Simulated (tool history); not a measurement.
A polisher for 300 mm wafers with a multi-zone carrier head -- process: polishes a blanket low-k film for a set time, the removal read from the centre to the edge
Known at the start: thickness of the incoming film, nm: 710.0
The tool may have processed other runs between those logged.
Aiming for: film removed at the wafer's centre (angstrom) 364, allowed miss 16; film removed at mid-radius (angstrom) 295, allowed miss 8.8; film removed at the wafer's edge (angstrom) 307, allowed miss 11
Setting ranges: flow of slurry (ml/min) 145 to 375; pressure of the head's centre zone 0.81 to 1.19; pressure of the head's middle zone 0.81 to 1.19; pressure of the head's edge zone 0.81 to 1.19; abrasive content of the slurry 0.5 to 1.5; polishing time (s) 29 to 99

run,hour,flow of slurry (ml/min),pressure of the head's centre zone,pressure of the head's middle zone,pressure of the head's edge zone,abrasive content of the slurry,polishing time (s),film removed at the wafer's centre (angstrom),film removed at mid-radius (angstrom),film removed at the wafer's edge (angstrom)
1,0,240,1,1,1,1,64,267.83,273.84,281
2,2.1,240,0.94,1,1,1,64,259.59,270.44,279.83
3,3.5,250,0.97,0.99,0.99,1.05,64,271.96,275.73,279.79
4,4.4,255,0.99,0.98,0.99,1.05,64,281.29,276.2,282.1
5,6.2,260,1.01,0.98,1,1.05,64,291.77,278.58,285.01
6,7.3,315,1.01,0.98,1,1.05,64,293.48,284.66,296.89
7,15.2,315,1.03,0.98,1,1.05,64,297.16,280.81,291.39
8,18.3,340,1.13,0.99,1.06,1.2,64,343.06,298.27,318.35

Below are 5 possible settings for the next run. Only one of them brings all results inside the allowed miss of their targets. Which is it?
A,21.4,335,1.11,0.89,0.98,1.35,67,?,?,?
B,21.4,375,1.19,0.98,1.02,1.15,64,?,?,?
C,21.4,365,1.14,0.94,1.15,1.1,66,?,?,?
D,21.4,375,1.12,1,1.18,1,64,?,?,?
E,21.4,290,1.14,0.93,1.03,1.4,65,?,?,?

move,film removed at the wafer's centre (angstrom),film removed at mid-radius (angstrom),film removed at the wafer's edge (angstrom)
A,375.39,306.35,333.88
B,366.58,301.64,308.37
C,354.93,294.65,331.62
D,326.46,290.44,314.08
E,373.12,307.77,332.28
A: corrects the largest miss of the last run, while another result sits out of spec
B: in spec on every target
C: corrects the largest miss of the last run, while another result sits out of spec
D: the biggest miss grows against the last run
E: corrects the largest miss of the last run, while another result sits out of spec
The move that meets every target is B.
